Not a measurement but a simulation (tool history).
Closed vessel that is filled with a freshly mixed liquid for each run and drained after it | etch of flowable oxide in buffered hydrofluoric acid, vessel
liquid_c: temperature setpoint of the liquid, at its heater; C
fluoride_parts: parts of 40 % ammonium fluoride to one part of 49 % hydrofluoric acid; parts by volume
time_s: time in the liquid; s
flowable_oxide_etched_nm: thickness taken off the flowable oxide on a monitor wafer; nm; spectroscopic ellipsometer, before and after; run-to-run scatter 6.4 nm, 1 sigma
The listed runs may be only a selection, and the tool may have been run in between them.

{"run": 1, "hour": 0.0, "liquid_c": 22.0, "fluoride_parts": 15.0, "time_s": 105, "flowable_oxide_etched_nm": 301.82}
{"run": 2, "hour": 3.4, "liquid_c": 24.0, "fluoride_parts": 13.5, "time_s": 105, "flowable_oxide_etched_nm": 375.41}
{"run": 3, "hour": 9.2, "liquid_c": 27.5, "fluoride_parts": 13.5, "time_s": 105, "flowable_oxide_etched_nm": 454.79}
{"run": 4, "hour": 16.3, "liquid_c": 28.0, "fluoride_parts": 12.5, "time_s": 105, "flowable_oxide_etched_nm": 498.43}
{"run": 5, "hour": 19.9, "liquid_c": 30.0, "fluoride_parts": 12.5, "time_s": 105, "flowable_oxide_etched_nm": 555.72}
{"hour": 28.6, "done": "hydrofluoric acid flow meter replaced"}
{"run": 6, "hour": 28.6, "liquid_c": 30.0, "fluoride_parts": 9.0, "time_s": 105, "flowable_oxide_etched_nm": 805.78}
{"run": 7, "hour": 36.6, "liquid_c": 29.0, "fluoride_parts": 9.0, "time_s": 105, "flowable_oxide_etched_nm": 775.54}
{"run": 8, "hour": 45.7, "liquid_c": 29.0, "fluoride_parts": 9.0, "time_s": 105, "flowable_oxide_etched_nm": 763.01}

What does the tool deliver on the next run?
{"run": 9, "hour": 51.3, "liquid_c": 29.0, "fluoride_parts": 9.0, "time_s": 105, "flowable_oxide_etched_nm": "?"}

{"run 9": {"flowable_oxide_etched_nm": 772.1}}
